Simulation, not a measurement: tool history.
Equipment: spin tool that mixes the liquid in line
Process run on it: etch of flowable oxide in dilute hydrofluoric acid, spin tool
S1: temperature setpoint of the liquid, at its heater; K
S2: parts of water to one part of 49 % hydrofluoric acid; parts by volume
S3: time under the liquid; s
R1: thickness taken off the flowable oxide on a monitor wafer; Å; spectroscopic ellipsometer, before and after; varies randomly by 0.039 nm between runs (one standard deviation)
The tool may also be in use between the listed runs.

Run 1, hour 0: S1 295.15 K, S2 175 parts by volume, S3 30 s. Result: R1 37.812 Å.
Run 2, hour 8.5: S1 296.15 K, S2 175 parts by volume, S3 30 s. Result: R1 39.188 Å.
Run 3, hour 16.3: S1 297.15 K, S2 175 parts by volume, S3 30 s. Result: R1 40.514 Å.
Run 4, hour 21.1: S1 297.15 K, S2 175 parts by volume, S3 30 s. Result: R1 40.877 Å.
Run 5, hour 24.7: S1 297.15 K, S2 200 parts by volume, S3 30 s. Result: R1 34.834 Å.
Run 6, hour 32.4: S1 295.65 K, S2 200 parts by volume, S3 30 s. Result: R1 33.002 Å.
Run 7, hour 35.2: S1 296.65 K, S2 195 parts by volume, S3 30 s. Result: R1 35.125 Å.
Run 8, hour 40.5: S1 296.65 K, S2 195 parts by volume, S3 30 s. Result: R1 35.307 Å.
Run 9, hour 49: S1 297.65 K, S2 190 parts by volume, S3 30 s. Result: R1 37.283 Å.

Expected results for the next run?
Run 10, hour 53.7: S1 298.15 K, S2 185 parts by volume, S3 30 s. Result: R1 ?.

{"run 10": {"R1": 39.814}}
